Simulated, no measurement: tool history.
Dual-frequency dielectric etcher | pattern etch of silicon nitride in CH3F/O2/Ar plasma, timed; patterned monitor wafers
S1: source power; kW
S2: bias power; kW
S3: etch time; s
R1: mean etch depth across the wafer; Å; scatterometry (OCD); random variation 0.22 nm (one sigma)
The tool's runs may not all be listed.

| run | hour | S1 | S2 | S3 | R1 |
|---|---|---|---|---|---|
| 1 | 0.0 | 0.510 | 0.084 | 34.5 | 290.28 |
| 2 | 3.5 | 0.550 | 0.086 | 34.5 | 302.49 |
| 3 | 10.2 | 0.470 | 0.086 | 34.5 | 281.92 |
| 4 | 18.4 | 0.510 | 0.088 | 34.5 | 294.79 |
| 5 | 22.6 | 0.540 | 0.090 | 34.5 | 306.39 |
| 6 | 24.2 | 0.470 | 0.090 | 34.5 | 284.73 |
| 7 | 26.7 | 0.510 | 0.092 | 34.5 | 301.93 |
| 8 | 34.3 | 0.530 | 0.093 | 34.5 | 307.17 |
| 9 | 41.0 | 0.530 | 0.093 | 34.5 | 304.83 |
| 10 | 42.8 | 0.550 | 0.094 | 34.5 | 311.78 |
| 11 | 48.2 | 0.570 | 0.095 | 34.5 | 315.79 |

Run 12 comes next. What will it give?
| 12 | 57.1 | 0.580 | 0.096 | 34.5 | ? |

Run 12 gave R1 319.71 Å.
